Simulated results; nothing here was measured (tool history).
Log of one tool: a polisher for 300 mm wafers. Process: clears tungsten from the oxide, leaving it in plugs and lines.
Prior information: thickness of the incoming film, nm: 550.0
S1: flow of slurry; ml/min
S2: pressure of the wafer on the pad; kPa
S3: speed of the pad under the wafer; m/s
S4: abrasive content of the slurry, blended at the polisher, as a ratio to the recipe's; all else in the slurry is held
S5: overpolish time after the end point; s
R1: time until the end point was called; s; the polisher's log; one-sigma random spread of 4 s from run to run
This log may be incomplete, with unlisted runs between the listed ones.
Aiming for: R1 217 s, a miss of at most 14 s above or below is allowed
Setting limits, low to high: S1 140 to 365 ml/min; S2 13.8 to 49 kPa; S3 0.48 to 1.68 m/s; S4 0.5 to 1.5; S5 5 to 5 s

run  hour   S1    S2    S3  S4  S5      R1
  1     0  235    31  1.08   1   5  110.73
  2   7.4  235  26.9  1.04   1   5  131.05
  3   8.4  235    20  1.04   1   5  150.63
  4  12.7  235  18.6  0.98   1   5  167.33
  5  16.1  235  17.2  0.94   1   5  184.46
  6  23.9  235  16.5  0.92   1   5  195.87
  7  29.3  235  15.9  0.92   1   5  197.79
  8  31.4  235  15.2  0.92   1   5  204.54

5 next moves are on the table. One of them brings every result within its allowed miss. Which?
  A  33.5  240  15.2  1.04  0.85   5   ?
  B  33.5  260    20  0.86   1.1   5   ?
  C  33.5  215  15.2  1.02  1.15   5   ?
  D  33.5  180  15.9  0.78   1.2   5   ?
  E  33.5  250  15.9  1.02     1   5   ?

move      R1
   A  189.95
   B  167.02
   C  178.02
   D  213.04
   E  177.31
A: moves away from the targets compared with the last run
B: moves away from the targets compared with the last run
C: moves away from the targets compared with the last run
D: every result within its allowed miss
E: moves away from the targets compared with the last run
D is the move that brings every result within its allowed miss.

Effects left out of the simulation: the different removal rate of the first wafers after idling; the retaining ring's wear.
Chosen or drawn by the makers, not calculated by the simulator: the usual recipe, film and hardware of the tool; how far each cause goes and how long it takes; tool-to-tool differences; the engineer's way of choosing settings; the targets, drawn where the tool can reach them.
